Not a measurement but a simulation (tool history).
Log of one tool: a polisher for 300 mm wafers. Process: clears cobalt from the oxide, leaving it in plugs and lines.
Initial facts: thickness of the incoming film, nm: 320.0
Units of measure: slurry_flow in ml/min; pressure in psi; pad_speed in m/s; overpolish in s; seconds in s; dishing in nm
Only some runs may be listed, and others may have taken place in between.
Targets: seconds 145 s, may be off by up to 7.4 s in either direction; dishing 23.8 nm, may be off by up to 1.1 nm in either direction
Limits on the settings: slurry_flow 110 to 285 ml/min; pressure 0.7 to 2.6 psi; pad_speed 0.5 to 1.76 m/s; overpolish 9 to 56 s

run,hour,slurry_flow,pressure,pad_speed,overpolish,seconds,dishing
1,0,180,1.6,1.12,29,78.487,25.906
2,5.9,180,1.6,1.12,21,77.374,25.324
3,9.6,180,1.5,1.1,19,83.778,24.712
4,10.3,180,1.9,1.1,19,68.509,25.966
5,11.5,180,1.6,1.1,19,77.95,24.385
6,18.5,180,1.5,1.08,21,85.379,25.461
7,19.5,130,1.2,0.76,9,141.73,14.116
8,20.2,180,0.9,0.82,23,162.1,21.804
9,23.8,190,1,0.82,23,149.16,22.146
10,26.9,240,1,0.78,37,153.07,25.387

Which of these 5 next moves meets every target?
A,30,280,1,0.98,40,?,?
B,30,225,1.2,0.68,27,?,?
C,30,235,0.9,0.9,41,?,?
D,30,190,1.2,0.8,25,?,?
E,30,190,1.3,0.56,23,?,?

move,seconds,dishing
A,123.25,25.748
B,147.28,23.516
C,145.9,25.503
D,131.11,23.686
E,163.43,21.623
A: the biggest miss grows against the last run
B: all results in spec
C: the biggest miss grows against the last run
D: meets the target for the result that was furthest off, but another lies outside its allowed miss
E: pushes the last run's worst result past its target
Go with B: it meets all targets.
